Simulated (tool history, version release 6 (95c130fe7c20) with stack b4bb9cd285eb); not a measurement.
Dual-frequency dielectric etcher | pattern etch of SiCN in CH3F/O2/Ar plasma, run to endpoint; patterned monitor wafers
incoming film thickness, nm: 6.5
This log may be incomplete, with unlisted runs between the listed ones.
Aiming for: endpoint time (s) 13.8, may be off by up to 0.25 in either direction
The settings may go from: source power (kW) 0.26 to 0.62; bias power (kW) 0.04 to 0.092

run 1 hour=0 | source_power_(kW)=0.44 bias_power_(kW)=0.066 | endpoint_time_(s)=16.902
run 2 hour=5.1 | source_power_(kW)=0.47 bias_power_(kW)=0.068 | endpoint_time_(s)=16.051
run 3 hour=6.9 | source_power_(kW)=0.5 bias_power_(kW)=0.068 | endpoint_time_(s)=15.439
run 4 hour=11.4 | source_power_(kW)=0.52 bias_power_(kW)=0.068 | endpoint_time_(s)=15.275
run 5 hour=14.6 | source_power_(kW)=0.54 bias_power_(kW)=0.068 | endpoint_time_(s)=14.981
run 6 hour=15.9 | source_power_(kW)=0.54 bias_power_(kW)=0.062 | endpoint_time_(s)=15.344
run 7 hour=22.1 | source_power_(kW)=0.56 bias_power_(kW)=0.063 | endpoint_time_(s)=15.004
run 8 hour=25.5 | source_power_(kW)=0.57 bias_power_(kW)=0.064 | endpoint_time_(s)=14.766
run 9 hour=30.6 | source_power_(kW)=0.58 bias_power_(kW)=0.065 | endpoint_time_(s)=14.625
run 10 hour=33.9 | source_power_(kW)=0.59 bias_power_(kW)=0.066 | endpoint_time_(s)=14.431
run 11 hour=40.1 | source_power_(kW)=0.6 bias_power_(kW)=0.067 | endpoint_time_(s)=14.164

5 candidate next runs follow, results not yet known. Just one meets every target within its allowed miss. Identify it.
run A hour=46.3 | source_power_(kW)=0.62 bias_power_(kW)=0.054 | endpoint_time_(s)=?
run B hour=46.3 | source_power_(kW)=0.62 bias_power_(kW)=0.068 | endpoint_time_(s)=?
run C hour=46.3 | source_power_(kW)=0.6 bias_power_(kW)=0.064 | endpoint_time_(s)=?
run D hour=46.3 | source_power_(kW)=0.56 bias_power_(kW)=0.072 | endpoint_time_(s)=?
run E hour=46.3 | source_power_(kW)=0.57 bias_power_(kW)=0.064 | endpoint_time_(s)=?

move=A endpoint_time_(s)=15.088
move=B endpoint_time_(s)=13.944
move=C endpoint_time_(s)=14.471
move=D endpoint_time_(s)=14.361
move=E endpoint_time_(s)=14.842
A: misses by more than the last run did
B: all results land within tolerance of their targets
C: misses by more than the last run did
D: misses by more than the last run did
E: misses by more than the last run did
Move B is the one to make.

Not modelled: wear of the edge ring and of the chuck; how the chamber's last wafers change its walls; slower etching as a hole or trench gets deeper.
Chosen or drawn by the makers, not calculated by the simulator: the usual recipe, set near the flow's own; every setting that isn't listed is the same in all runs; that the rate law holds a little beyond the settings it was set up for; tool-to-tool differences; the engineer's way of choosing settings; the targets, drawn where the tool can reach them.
